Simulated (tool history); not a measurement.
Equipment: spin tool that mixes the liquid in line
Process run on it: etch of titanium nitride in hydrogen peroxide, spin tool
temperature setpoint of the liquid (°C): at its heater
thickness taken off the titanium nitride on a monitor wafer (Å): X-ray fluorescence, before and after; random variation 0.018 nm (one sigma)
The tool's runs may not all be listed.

run,hour,temperature setpoint of the liquid (°C),concentration of hydrogen peroxide in the mixed liquid (% by weight),time under the liquid (s),thickness taken off the titanium nitride on a monitor wafer (Å)
1,0.0,54.0,22.0,75,65.282
2,3.0,54.0,24.0,75,66.841
3,4.0,51.5,24.0,75,55.729
4,7.0,47.5,24.0,75,41.566
# hour 12.2: thermometer replaced
5,12.2,47.5,20.5,75,34.595
6,19.0,47.5,20.5,55,25.748

Expected results for the next run?
7,26.2,47.0,20.5,55,?

Run 7 gave thickness taken off the titanium nitride on a monitor wafer (Å) 24.847.

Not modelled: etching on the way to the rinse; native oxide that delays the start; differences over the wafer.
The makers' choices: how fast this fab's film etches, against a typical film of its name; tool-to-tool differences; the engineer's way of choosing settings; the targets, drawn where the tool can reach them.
